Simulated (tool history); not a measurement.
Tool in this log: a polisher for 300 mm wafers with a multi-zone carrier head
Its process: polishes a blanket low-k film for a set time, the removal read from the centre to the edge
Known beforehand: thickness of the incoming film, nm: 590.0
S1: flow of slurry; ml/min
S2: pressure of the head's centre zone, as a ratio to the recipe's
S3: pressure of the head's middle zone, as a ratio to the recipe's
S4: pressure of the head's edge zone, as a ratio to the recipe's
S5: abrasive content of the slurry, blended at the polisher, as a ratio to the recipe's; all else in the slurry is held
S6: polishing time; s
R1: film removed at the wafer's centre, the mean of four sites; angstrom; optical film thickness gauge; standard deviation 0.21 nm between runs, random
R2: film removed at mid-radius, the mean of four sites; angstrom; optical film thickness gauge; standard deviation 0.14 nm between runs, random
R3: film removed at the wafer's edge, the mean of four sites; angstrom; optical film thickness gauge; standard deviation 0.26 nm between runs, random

run 1 hour=0.0 | S1=240 S2=1.00 S3=1.00 S4=1.00 S5=1.00 S6=52 | R1=165.830 R2=166.07 R3=171.01
run 2 hour=3.7 | S1=240 S2=0.92 S3=1.00 S4=1.00 S5=1.00 S6=52 | R1=156.290 R2=166.98 R3=168.39
run 3 hour=10.1 | S1=240 S2=0.92 S3=1.00 S4=1.00 S5=1.00 S6=40 | R1=118.810 R2=128.60 R3=129.69
run 4 hour=16.7 | S1=240 S2=0.96 S3=1.00 S4=1.00 S5=1.00 S6=40 | R1=124.080 R2=127.59 R3=131.86
-- hour=25.3 worn pad replaced by a new one
run 5 hour=25.3 | S1=240 S2=0.96 S3=1.00 S4=1.00 S5=1.00 S6=31 | R1=108.150 R2=113.59 R3=117.46
run 6 hour=28.1 | S1=240 S2=0.88 S3=1.00 S4=1.00 S5=1.00 S6=31 | R1=99.459 R2=114.05 R3=114.85
run 7 hour=29.5 | S1=250 S2=0.91 S3=1.02 S4=1.04 S5=1.10 S6=37 | R1=131.060 R2=142.75 R3=146.63
run 8 hour=35.3 | S1=295 S2=0.96 S3=1.12 S4=1.14 S5=1.35 S6=42 | R1=172.460 R2=196.37 R3=192.42
run 9 hour=42.5 | S1=300 S2=1.00 S3=1.09 S4=1.19 S5=1.50 S6=50 | R1=229.290 R2=240.01 R3=247.80

What does the tool deliver on the next run?
run 10 hour=49.1 | S1=295 S2=1.00 S3=1.09 S4=1.19 S5=1.50 S6=50 | R1=? R2=? R3=?

{"run 10": {"R1": 230.33, "R2": 239.4, "R3": 243.69}}
